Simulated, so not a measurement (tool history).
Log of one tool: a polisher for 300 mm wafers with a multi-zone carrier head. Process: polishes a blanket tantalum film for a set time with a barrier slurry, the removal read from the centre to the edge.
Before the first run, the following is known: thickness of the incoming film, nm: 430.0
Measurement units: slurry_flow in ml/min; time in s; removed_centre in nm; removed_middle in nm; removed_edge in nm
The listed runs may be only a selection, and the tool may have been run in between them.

Run 1, hour 0.0: slurry_flow 155 ml/min, centre_zone 1.00, middle_zone 1.00, edge_zone 1.00, slurry_solids 1.00, time 77 s. Result: removed_centre 112.55 nm, removed_middle 110.68 nm, removed_edge 114.03 nm.
Run 2, hour 0.7: slurry_flow 155 ml/min, centre_zone 1.00, middle_zone 1.00, edge_zone 1.00, slurry_solids 1.20, time 77 s. Result: removed_centre 122.51 nm, removed_middle 118.46 nm, removed_edge 121.15 nm.
Run 3, hour 6.2: slurry_flow 155 ml/min, centre_zone 1.00, middle_zone 1.00, edge_zone 1.00, slurry_solids 1.20, time 94 s. Result: removed_centre 145.90 nm, removed_middle 144.87 nm, removed_edge 147.14 nm.
Run 4, hour 13.4: slurry_flow 155 ml/min, centre_zone 1.00, middle_zone 0.92, edge_zone 1.00, slurry_solids 1.20, time 94 s. Result: removed_centre 148.00 nm, removed_middle 134.28 nm, removed_edge 147.90 nm.
At hour 14.4: worn pad replaced by a new one.
Run 5, hour 14.4: slurry_flow 155 ml/min, centre_zone 0.96, middle_zone 0.92, edge_zone 1.00, slurry_solids 1.20, time 94 s. Result: removed_centre 153.36 nm, removed_middle 148.17 nm, removed_edge 167.77 nm.
Run 6, hour 22.9: slurry_flow 155 ml/min, centre_zone 0.96, middle_zone 0.97, edge_zone 1.00, slurry_solids 1.20, time 94 s. Result: removed_centre 154.54 nm, removed_middle 157.47 nm, removed_edge 165.52 nm.
Run 7, hour 28.6: slurry_flow 155 ml/min, centre_zone 0.96, middle_zone 0.97, edge_zone 1.00, slurry_solids 1.20, time 94 s. Result: removed_centre 156.23 nm, removed_middle 155.98 nm, removed_edge 163.49 nm.

Run 8 comes next. What will it give?
Run 8, hour 33.3: slurry_flow 140 ml/min, centre_zone 0.99, middle_zone 0.97, edge_zone 1.02, slurry_solids 1.15, time 94 s. Result: removed_centre ?, removed_middle ?, removed_edge ?.

removed_centre: 155.92 nm
removed_middle: 151.41 nm
removed_edge: 157.85 nm
